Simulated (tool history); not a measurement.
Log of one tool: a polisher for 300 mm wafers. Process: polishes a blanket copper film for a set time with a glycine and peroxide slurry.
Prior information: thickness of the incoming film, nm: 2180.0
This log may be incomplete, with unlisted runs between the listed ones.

run  hour  flow of slurry (ml/min)  pressure of the wafer on the pad (psi)  speed of the pad under the wafer (m/s)  polishing time (s)  film removed (Å)
  1   0.0                      280                                     3.1                                    0.78                  55            2646.2
  2   6.2                      280                                     3.1                                    0.78                  58            2798.0
  3  11.9                      280                                     3.1                                    0.98                  58            3349.3
  4  14.8                      280                                     3.8                                    0.98                  58            4004.8
  5  23.2                      280                                     3.5                                    0.98                  58            3722.6
  6  26.9                      255                                     3.5                                    0.98                  58            3719.0
  7  32.7                      255                                     3.3                                    0.98                  58            3510.6
  8  39.7                      255                                     3.2                                    0.98                  58            3444.6
  9  41.1                      255                                     3.1                                    0.98                  58            3315.1

Run 10, settings as shown, results not yet in. Your forecast:
 10  48.8                      255                                     3.0                                    0.98                  58                 ?

{"run 10": {"film removed (Å)": 3232.9}}
